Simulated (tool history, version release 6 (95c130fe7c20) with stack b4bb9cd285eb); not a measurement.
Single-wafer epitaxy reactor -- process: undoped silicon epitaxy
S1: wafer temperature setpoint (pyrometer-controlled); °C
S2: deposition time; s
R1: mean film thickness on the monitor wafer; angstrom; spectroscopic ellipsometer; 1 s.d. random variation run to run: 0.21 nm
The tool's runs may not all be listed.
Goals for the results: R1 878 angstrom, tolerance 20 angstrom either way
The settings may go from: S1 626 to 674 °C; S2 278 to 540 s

run 1 hour=0 | S1=650 S2=409 | R1=664.48
run 2 hour=4.6 | S1=650 S2=383 | R1=621.23
run 3 hour=6.8 | S1=654 S2=384 | R1=676.09
run 4 hour=10.3 | S1=654 S2=354 | R1=625.54
run 5 hour=14.2 | S1=658 S2=355 | R1=678.28
run 6 hour=16.8 | S1=661 S2=356 | R1=725.72
run 7 hour=19.1 | S1=664 S2=356 | R1=769.94
run 8 hour=20 | S1=666 S2=356 | R1=795.02
-- hour=25 pyrometer calibrated
run 9 hour=25 | S1=667 S2=356 | R1=904.08

5 candidate next runs follow, results not yet known. Just one meets every target within its allowed miss. Identify it.
run A hour=30 | S1=665 S2=371 | R1=?
run B hour=30 | S1=671 S2=335 | R1=?
run C hour=30 | S1=669 S2=330 | R1=?
run D hour=30 | S1=662 S2=400 | R1=?
run E hour=30 | S1=660 S2=412 | R1=?

move=A R1=909.15
move=B R1=923.22
move=C R1=874.67
move=D R1=923.84
move=E R1=914.52
A: further off than the last run
B: further off than the last run
C: all results land within tolerance of their targets
D: further off than the last run
E: further off than the last run
Answer: C
